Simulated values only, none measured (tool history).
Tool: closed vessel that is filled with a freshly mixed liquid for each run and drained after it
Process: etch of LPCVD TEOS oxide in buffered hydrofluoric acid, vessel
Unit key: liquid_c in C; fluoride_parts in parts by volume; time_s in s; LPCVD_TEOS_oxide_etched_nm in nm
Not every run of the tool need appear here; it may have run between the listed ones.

Run 1, hour 0.0: liquid_c 24.0 C, fluoride_parts 12.5 parts by volume, time_s 90 s. Result: LPCVD_TEOS_oxide_etched_nm 267.19 nm.
Run 2, hour 1.4: liquid_c 22.5 C, fluoride_parts 12.5 parts by volume, time_s 90 s. Result: LPCVD_TEOS_oxide_etched_nm 247.46 nm.
Run 3, hour 10.0: liquid_c 22.5 C, fluoride_parts 10.5 parts by volume, time_s 90 s. Result: LPCVD_TEOS_oxide_etched_nm 294.30 nm.
Run 4, hour 11.1: liquid_c 22.5 C, fluoride_parts 8.5 parts by volume, time_s 90 s. Result: LPCVD_TEOS_oxide_etched_nm 350.57 nm.
Run 5, hour 13.9: liquid_c 22.5 C, fluoride_parts 6.0 parts by volume, time_s 90 s. Result: LPCVD_TEOS_oxide_etched_nm 498.50 nm.
Run 6, hour 16.4: liquid_c 22.5 C, fluoride_parts 5.0 parts by volume, time_s 90 s. Result: LPCVD_TEOS_oxide_etched_nm 574.78 nm.
Run 7, hour 19.1: liquid_c 18.5 C, fluoride_parts 9.0 parts by volume, time_s 90 s. Result: LPCVD_TEOS_oxide_etched_nm 264.68 nm.
Run 8, hour 26.4: liquid_c 18.0 C, fluoride_parts 9.5 parts by volume, time_s 90 s. Result: LPCVD_TEOS_oxide_etched_nm 250.75 nm.
Run 9, hour 33.5: liquid_c 18.0 C, fluoride_parts 10.0 parts by volume, time_s 90 s. Result: LPCVD_TEOS_oxide_etched_nm 239.33 nm.

Predict the results of run 10:
Run 10, hour 41.6: liquid_c 18.0 C, fluoride_parts 10.5 parts by volume, time_s 90 s. Result: LPCVD_TEOS_oxide_etched_nm ?.

{"run 10": {"LPCVD_TEOS_oxide_etched_nm": 230.82}}
